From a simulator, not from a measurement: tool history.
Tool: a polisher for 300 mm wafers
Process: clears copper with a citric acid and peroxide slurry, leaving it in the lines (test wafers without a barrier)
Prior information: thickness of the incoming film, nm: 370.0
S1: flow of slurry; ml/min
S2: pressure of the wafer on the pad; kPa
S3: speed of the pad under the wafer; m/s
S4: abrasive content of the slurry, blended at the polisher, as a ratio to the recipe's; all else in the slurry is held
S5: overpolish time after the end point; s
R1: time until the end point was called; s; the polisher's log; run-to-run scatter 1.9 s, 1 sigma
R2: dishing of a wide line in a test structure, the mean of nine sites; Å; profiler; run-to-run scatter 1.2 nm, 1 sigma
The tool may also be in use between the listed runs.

| run | hour | S1 | S2 | S3 | S4 | S5 | R1 | R2 |
|---|---|---|---|---|---|---|---|---|
| 1 | 0 | 240 | 26.9 | 1.22 | 1 | 15 | 136.58 | 300.06 |
| 2 | 3.9 | 240 | 26.9 | 1.22 | 0.9 | 15 | 143.06 | 293.4 |
| 3 | 11.7 | 240 | 29 | 1.22 | 0.9 | 17 | 133.08 | 347.93 |
| 4 | 19.3 | 240 | 30.3 | 1.22 | 0.9 | 18 | 126.21 | 377.19 |
| 5 | 22.6 | 280 | 30.3 | 1.22 | 0.9 | 18 | 124.37 | 387.62 |
| 6 | 30.8 | 235 | 30.3 | 1.22 | 0.9 | 18 | 129.66 | 368.03 |
| 7 | 32.8 | 240 | 31.7 | 1.24 | 0.9 | 19 | 119.34 | 427.81 |

What will run 8 give?
| 8 | 35.2 | 240 | 32.4 | 1.24 | 0.9 | 20 | ? | ? |

Run 8 yielded R1 114.97 s, R2 425.93 Å.

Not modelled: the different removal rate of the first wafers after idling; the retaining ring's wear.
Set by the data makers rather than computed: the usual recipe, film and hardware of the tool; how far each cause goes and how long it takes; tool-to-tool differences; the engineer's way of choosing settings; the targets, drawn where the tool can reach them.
